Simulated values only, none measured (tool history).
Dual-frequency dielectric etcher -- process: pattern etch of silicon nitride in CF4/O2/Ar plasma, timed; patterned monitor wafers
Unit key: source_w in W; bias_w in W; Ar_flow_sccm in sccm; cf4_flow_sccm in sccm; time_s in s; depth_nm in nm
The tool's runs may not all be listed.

run	hour	source_w	bias_w	Ar_flow_sccm	cf4_flow_sccm	time_s	depth_nm
1	0	700	62	78	81	107.5	279.18
2	6.3	700	62	78	67	107.5	273.08
3	11.6	700	62	78	73	107.5	275.72
4	16.5	780	62	78	73	107.5	303.29
5	17.3	730	62	78	73	107.5	285.09
6	19.3	730	62	78	65	107.5	282.86
7	25.2	690	62	78	65	107.5	269.4
8	34.1	660	62	78	65	107.5	258.85

For run 9, what comes out?
9	37.4	630	62	78	65	107.5	?

{"run 9": {"depth_nm": 249.28}}
